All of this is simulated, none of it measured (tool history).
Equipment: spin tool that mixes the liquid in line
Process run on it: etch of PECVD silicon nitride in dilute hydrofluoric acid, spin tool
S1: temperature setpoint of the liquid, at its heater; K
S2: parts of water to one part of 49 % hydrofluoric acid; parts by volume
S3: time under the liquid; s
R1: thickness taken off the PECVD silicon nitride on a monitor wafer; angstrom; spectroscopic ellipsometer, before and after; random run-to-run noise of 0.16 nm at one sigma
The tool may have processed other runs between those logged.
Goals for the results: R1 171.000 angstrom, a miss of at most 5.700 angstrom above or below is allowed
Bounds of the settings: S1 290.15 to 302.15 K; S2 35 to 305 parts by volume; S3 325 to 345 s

run,day,S1,S2,S3,R1
1,0.000,294.15,170,325,87.911
2,0.058,291.15,170,325,72.604
3,0.183,291.15,115,325,105.030
4,0.446,291.15,175,325,70.855
5,0.750,294.15,165,325,88.743
6,0.946,292.65,165,325,82.102
7,1.142,295.15,155,325,104.000
8,1.246,297.15,150,325,118.240
9,1.596,298.65,145,325,138.410
10,1.638,299.65,145,325,146.170

Below are 4 possible settings for the next run. Only one of them brings all results inside the allowed miss of their targets. Which is it?
A,1.679,299.65,125,345,?
B,1.679,300.15,145,330,?
C,1.679,300.65,130,335,?
D,1.679,301.65,140,325,?

move,R1
A,182.670
B,155.490
C,181.730
D,174.260
A: takes the biggest miss from the last run beyond its target
B: better than the last run, though not everything is in spec
C: takes the biggest miss from the last run beyond its target
D: meets every target
Go with D: it meets all targets.
